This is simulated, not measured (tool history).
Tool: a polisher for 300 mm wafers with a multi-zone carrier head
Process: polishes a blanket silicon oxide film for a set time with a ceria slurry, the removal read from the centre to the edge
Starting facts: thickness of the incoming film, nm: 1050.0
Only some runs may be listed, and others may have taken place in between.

run  hour  flow of slurry (ml/min)  pressure of the head's centre zone  pressure of the head's middle zone  pressure of the head's edge zone  polishing time (s)  film removed at the wafer's centre (angstrom)  film removed at mid-radius (angstrom)  film removed at the wafer's edge (angstrom)
  1     0                      260                                   1                                   1                                 1                  71                                         3742.2                                 3887.2                                       3801.8
  2   7.7                      265                                1.04                                1.02                              1.03                  74                                         4054.7                                 4117.8                                       3970.6
  3   8.7                      310                                1.04                                1.02                              1.03                  74                                         4152.3                                 4191.2                                       3987.9
  4  16.9                      310                                   1                                1.02                              1.03                  74                                         3943.2                                 4143.2                                       3998.4
  5  24.1                      310                                   1                                1.06                              1.03                  74                                         4052.8                                 4259.7                                       4054.5
  6  31.8                      310                                   1                                1.14                              1.03                  74                                         3967.9                                   4425                                       3996.2

Estimate the outcome of run 7 from the log above:
  7  33.9                      310                                1.03                                 1.1                              1.06                  77                                              ?                                      ?                                            ?

Run 7 gave film removed at the wafer's centre (angstrom) 4340.3, film removed at mid-radius (angstrom) 4689.4, film removed at the wafer's edge (angstrom) 4287.9.

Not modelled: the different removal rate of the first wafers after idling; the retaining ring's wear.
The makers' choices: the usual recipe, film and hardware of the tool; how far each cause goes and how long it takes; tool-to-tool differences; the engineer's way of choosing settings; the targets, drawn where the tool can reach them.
